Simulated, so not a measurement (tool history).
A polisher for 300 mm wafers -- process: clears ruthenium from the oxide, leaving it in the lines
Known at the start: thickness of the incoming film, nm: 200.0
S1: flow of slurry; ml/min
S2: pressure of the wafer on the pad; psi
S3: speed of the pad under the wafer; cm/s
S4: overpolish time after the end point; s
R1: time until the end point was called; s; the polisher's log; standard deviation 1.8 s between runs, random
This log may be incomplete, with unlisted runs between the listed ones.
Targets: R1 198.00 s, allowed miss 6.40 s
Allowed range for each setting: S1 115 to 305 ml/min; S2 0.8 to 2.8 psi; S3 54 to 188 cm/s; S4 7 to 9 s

run  hour   S1   S2   S3  S4      R1
  1   0.0  195  1.8  120   9  156.38
  2   3.7  190  1.7  120   9  166.10
  3   7.2  190  1.7  120   9  167.28
  4  15.8  190  2.1  120   9  136.07
  5  20.4  190  2.4  120   9  118.24
  6  24.3  190  2.4  142   9  100.05
  7  29.8  185  2.0  140   9  121.39
  8  36.6  185  1.7  138   9  145.91
  9  41.7  170  1.2  136   9  204.13
 10  47.8  175  1.2  136   9  206.70

Exactly one of the 4 candidate moves below puts every result within its allowed miss. Which one?
  A  53.9  235  1.2  126   9   ?
  B  53.9  160  1.1  148   9   ?
  C  53.9  185  1.3  132   9   ?
  D  53.9  220  1.5  102   9   ?

move      R1
   A  216.43
   B  211.24
   C  197.10
   D  214.83
A: moves away from the targets compared with the last run
B: moves away from the targets compared with the last run
C: all results in spec
D: moves away from the targets compared with the last run
C meets every target.

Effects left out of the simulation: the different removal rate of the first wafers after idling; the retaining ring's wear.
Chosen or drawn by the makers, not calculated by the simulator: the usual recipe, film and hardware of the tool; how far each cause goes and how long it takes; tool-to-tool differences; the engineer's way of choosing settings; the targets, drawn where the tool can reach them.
